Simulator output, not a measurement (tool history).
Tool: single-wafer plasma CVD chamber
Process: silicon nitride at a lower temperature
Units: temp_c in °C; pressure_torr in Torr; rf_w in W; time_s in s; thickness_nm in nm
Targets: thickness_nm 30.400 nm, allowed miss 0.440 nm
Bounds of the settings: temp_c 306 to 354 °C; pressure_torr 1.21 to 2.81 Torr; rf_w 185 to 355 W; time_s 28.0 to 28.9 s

run	day	temp_c	pressure_torr	rf_w	time_s	thickness_nm
1	0.000	330	2.01	270	28.0	33.400
2	0.162	330	2.14	270	28.0	34.257
3	0.200	322	2.14	270	28.0	34.375
4	0.325	316	2.14	270	28.0	34.494
5	0.592	316	1.91	270	28.0	33.310
6	0.904	312	1.91	270	28.0	33.144
7	1.238	312	1.76	270	28.0	32.226
8	1.521	312	1.39	265	28.0	29.125
9	1.750	312	1.45	265	28.0	29.701
10	1.908	312	1.48	265	28.0	29.853

Which of these 4 next moves meets every target?
A	2.067	313	1.34	275	28.9	?
B	2.067	310	1.48	275	28.6	?
C	2.067	311	1.34	290	28.9	?
D	2.067	310	1.47	280	28.2	?

move	thickness_nm
A	30.357
B	31.326
C	31.360
D	31.138
A: meets every target
B: takes the result that was furthest off past its target
C: takes the result that was furthest off past its target
D: takes the result that was furthest off past its target
The right move is A.

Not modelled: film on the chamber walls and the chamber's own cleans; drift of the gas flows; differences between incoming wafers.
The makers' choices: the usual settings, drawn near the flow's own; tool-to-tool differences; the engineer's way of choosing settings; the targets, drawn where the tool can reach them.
